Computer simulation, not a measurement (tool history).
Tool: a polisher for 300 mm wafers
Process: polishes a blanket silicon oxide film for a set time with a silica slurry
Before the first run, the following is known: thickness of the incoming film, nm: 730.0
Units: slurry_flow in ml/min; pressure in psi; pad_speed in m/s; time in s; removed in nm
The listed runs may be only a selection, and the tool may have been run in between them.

run,hour,slurry_flow,pressure,pad_speed,slurry_solids,time,removed
1,0.0,175,3.9,1.34,1.0,55,173.64
2,6.3,175,3.9,1.34,1.1,55,187.76
3,8.9,170,3.7,1.34,1.1,55,182.31
4,9.8,170,3.4,1.34,1.1,55,171.67
5,10.6,150,3.4,1.34,1.1,55,167.90
6,15.1,150,3.2,1.34,1.1,55,162.76
7,17.0,150,3.1,1.34,1.1,55,157.04

Run 8 is up next; what results do you expect?
8,23.0,150,3.0,1.34,1.1,55,?

removed: 153.39 nm
